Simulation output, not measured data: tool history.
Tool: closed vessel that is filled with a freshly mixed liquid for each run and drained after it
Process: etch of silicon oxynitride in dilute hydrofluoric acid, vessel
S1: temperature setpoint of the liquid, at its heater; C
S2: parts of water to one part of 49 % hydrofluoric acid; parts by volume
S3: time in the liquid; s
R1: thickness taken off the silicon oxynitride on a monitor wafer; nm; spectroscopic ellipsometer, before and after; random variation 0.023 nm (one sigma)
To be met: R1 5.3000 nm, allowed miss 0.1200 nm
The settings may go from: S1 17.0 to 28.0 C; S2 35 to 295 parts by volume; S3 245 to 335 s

run  hour    S1   S2   S3      R1
  1   0.0  20.0  165  335  7.0043
  2   1.8  20.0  195  335  5.8682
  3   4.8  20.0  195  245  4.2886
  4  13.1  20.5  195  245  4.4011
  5  20.0  21.0  195  245  4.4436
  6  22.0  21.0  190  245  4.6176
  7  30.9  21.0  180  245  4.9072
  8  35.2  20.5  175  245  4.9685
  9  37.4  21.0  175  245  5.0815

5 next moves are on the table. One of them brings every result within its allowed miss. Which?
  A  39.6  18.5  170  260   ?
  B  39.6  21.0  190  295   ?
  C  39.6  19.0  180  265   ?
  D  39.6  19.5  175  275   ?
  E  39.6  23.0  210  255   ?

move      R1
   A  4.8808
   B  5.4999
   C  4.7807
   D  5.2421
   E  4.6457
A: further off than the last run
B: takes the result that was furthest off past its target
C: further off than the last run
D: meets every target
E: further off than the last run
The right move is D.
